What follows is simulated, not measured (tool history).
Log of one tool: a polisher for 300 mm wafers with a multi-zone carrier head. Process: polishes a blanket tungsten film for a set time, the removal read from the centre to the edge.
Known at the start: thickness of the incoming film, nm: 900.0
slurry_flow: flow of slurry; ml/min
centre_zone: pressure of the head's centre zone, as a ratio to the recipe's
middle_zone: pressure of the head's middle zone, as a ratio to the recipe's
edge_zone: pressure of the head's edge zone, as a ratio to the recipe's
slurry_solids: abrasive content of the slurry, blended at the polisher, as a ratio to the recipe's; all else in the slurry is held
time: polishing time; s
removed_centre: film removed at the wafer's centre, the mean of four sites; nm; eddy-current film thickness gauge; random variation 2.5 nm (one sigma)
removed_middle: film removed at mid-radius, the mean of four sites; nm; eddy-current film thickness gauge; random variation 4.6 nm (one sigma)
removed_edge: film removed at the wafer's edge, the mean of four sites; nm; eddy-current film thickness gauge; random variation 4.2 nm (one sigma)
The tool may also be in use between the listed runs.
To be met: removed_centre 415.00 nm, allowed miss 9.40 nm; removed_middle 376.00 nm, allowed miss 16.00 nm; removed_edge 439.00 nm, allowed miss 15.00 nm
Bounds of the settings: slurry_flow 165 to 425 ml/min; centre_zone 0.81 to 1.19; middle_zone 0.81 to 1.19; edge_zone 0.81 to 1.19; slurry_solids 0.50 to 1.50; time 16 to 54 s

run	hour	slurry_flow	centre_zone	middle_zone	edge_zone	slurry_solids	time	removed_centre	removed_middle	removed_edge
1	0.0	275	1.00	1.00	1.00	1.00	35	282.29	288.20	278.71
2	1.8	275	1.00	0.99	1.02	1.05	36	299.27	283.34	292.25
3	8.3	275	0.99	1.00	1.04	1.10	37	306.15	311.08	316.12
4	16.0	275	1.00	1.00	1.06	1.15	37	316.19	307.42	324.21
5	16.7	275	1.01	1.01	1.07	1.20	37	317.29	316.12	327.09
6	24.8	280	1.02	1.01	1.08	1.25	38	343.51	330.19	339.94
7	33.2	280	1.02	1.00	1.09	1.30	39	353.99	343.46	349.47
8	37.2	270	1.02	0.99	1.10	1.30	40	360.40	348.07	362.28
9	41.8	275	1.02	0.98	1.11	1.30	40	357.96	347.83	371.10
10	44.8	280	1.02	0.97	1.12	1.30	40	357.69	342.91	375.10
11	52.7	290	1.02	0.97	1.13	1.30	40	364.18	353.06	380.35
12	55.9	300	1.02	0.96	1.14	1.30	40	364.84	349.00	376.56
13	57.2	295	1.02	0.95	1.15	1.30	40	364.39	340.90	380.34
14	62.6	295	1.02	0.94	1.15	1.30	40	368.18	336.77	378.66
15	67.5	290	1.02	0.92	1.17	1.40	42	384.87	347.77	412.40
16	68.3	295	1.02	0.92	1.17	1.40	42	395.81	356.00	414.78
17	74.7	300	1.02	0.92	1.17	1.40	42	390.41	347.83	411.32

Which of these 4 next moves meets every target?
A	81.1	290	1.00	0.90	1.14	1.35	46	?	?	?
B	81.1	315	1.00	0.97	1.14	1.30	42	?	?	?
C	81.1	250	0.87	0.85	1.19	1.35	47	?	?	?
D	81.1	315	1.09	0.98	1.08	1.40	41	?	?	?

move	removed_centre	removed_middle	removed_edge
A	416.92	388.12	433.73
B	379.88	375.93	393.47
C	362.84	371.88	447.43
D	414.17	378.87	382.58
A: meets every target
B: further off than the last run
C: further off than the last run
D: brings the result that was furthest off to its target, and leaves another outside
The right move is A.
